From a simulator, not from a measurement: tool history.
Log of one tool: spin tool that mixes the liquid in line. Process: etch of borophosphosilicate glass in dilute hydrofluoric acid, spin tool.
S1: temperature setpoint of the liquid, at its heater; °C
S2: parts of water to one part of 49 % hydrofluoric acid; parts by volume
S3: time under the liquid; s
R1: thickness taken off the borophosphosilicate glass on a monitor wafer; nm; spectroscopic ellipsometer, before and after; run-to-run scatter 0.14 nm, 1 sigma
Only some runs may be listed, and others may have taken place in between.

Run 1, hour 0.0: S1 26.0 °C, S2 140 parts by volume, S3 60 s. Result: R1 17.725 nm.
Run 2, hour 0.7: S1 26.0 °C, S2 180 parts by volume, S3 60 s. Result: R1 13.094 nm.
Run 3, hour 7.1: S1 26.0 °C, S2 135 parts by volume, S3 60 s. Result: R1 18.623 nm.
Run 4, hour 14.5: S1 25.0 °C, S2 135 parts by volume, S3 60 s. Result: R1 17.719 nm.
Run 5, hour 21.3: S1 24.5 °C, S2 135 parts by volume, S3 60 s. Result: R1 17.337 nm.
Run 6, hour 24.2: S1 24.5 °C, S2 135 parts by volume, S3 60 s. Result: R1 17.458 nm.

Estimate the outcome of run 7 from the log above:
Run 7, hour 30.8: S1 24.0 °C, S2 135 parts by volume, S3 60 s. Result: R1 ?.

R1: 17.237 nm

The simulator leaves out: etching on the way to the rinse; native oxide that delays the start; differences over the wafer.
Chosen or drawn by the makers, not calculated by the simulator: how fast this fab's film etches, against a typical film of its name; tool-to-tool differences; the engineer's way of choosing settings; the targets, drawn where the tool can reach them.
